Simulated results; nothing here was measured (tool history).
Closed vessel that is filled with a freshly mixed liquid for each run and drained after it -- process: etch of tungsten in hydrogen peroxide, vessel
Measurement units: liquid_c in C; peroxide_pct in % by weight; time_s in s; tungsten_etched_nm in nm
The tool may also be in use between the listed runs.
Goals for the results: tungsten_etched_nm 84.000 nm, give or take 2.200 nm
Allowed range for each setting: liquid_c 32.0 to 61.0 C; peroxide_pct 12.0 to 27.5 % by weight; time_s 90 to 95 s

{"run": 1, "day": 0.0, "liquid_c": 45.0, "peroxide_pct": 18.5, "time_s": 90, "tungsten_etched_nm": 55.145}
{"run": 2, "day": 0.062, "liquid_c": 46.0, "peroxide_pct": 18.5, "time_s": 90, "tungsten_etched_nm": 59.628}
{"run": 3, "day": 0.233, "liquid_c": 46.5, "peroxide_pct": 18.5, "time_s": 90, "tungsten_etched_nm": 61.602}
{"run": 4, "day": 0.317, "liquid_c": 47.0, "peroxide_pct": 18.5, "time_s": 90, "tungsten_etched_nm": 63.251}
{"run": 5, "day": 0.525, "liquid_c": 47.0, "peroxide_pct": 21.0, "time_s": 90, "tungsten_etched_nm": 66.712}
{"run": 6, "day": 0.65, "liquid_c": 47.0, "peroxide_pct": 21.0, "time_s": 95, "tungsten_etched_nm": 70.88}
{"run": 7, "day": 0.996, "liquid_c": 47.5, "peroxide_pct": 21.0, "time_s": 95, "tungsten_etched_nm": 73.725}
{"run": 8, "day": 1.367, "liquid_c": 48.0, "peroxide_pct": 21.0, "time_s": 95, "tungsten_etched_nm": 75.716}
{"run": 9, "day": 1.483, "liquid_c": 49.0, "peroxide_pct": 21.0, "time_s": 95, "tungsten_etched_nm": 80.484}

4 candidate next runs follow, results not yet known. Just one meets every target within its allowed miss. Identify it.
{"run": "A", "day": 1.6, "liquid_c": 48.5, "peroxide_pct": 24.0, "time_s": 95, "tungsten_etched_nm": "?"}
{"run": "B", "day": 1.6, "liquid_c": 50.5, "peroxide_pct": 21.5, "time_s": 95, "tungsten_etched_nm": "?"}
{"run": "C", "day": 1.6, "liquid_c": 52.5, "peroxide_pct": 17.0, "time_s": 95, "tungsten_etched_nm": "?"}
{"run": "D", "day": 1.6, "liquid_c": 52.0, "peroxide_pct": 20.5, "time_s": 90, "tungsten_etched_nm": "?"}

move=A tungsten_etched_nm=83.886
move=B tungsten_etched_nm=89.755
move=C tungsten_etched_nm=90.087
move=D tungsten_etched_nm=90.937
A: in spec on every target
B: pushes the last run's worst result past its target
C: pushes the last run's worst result past its target
D: pushes the last run's worst result past its target
A is the move that brings every result within its allowed miss.

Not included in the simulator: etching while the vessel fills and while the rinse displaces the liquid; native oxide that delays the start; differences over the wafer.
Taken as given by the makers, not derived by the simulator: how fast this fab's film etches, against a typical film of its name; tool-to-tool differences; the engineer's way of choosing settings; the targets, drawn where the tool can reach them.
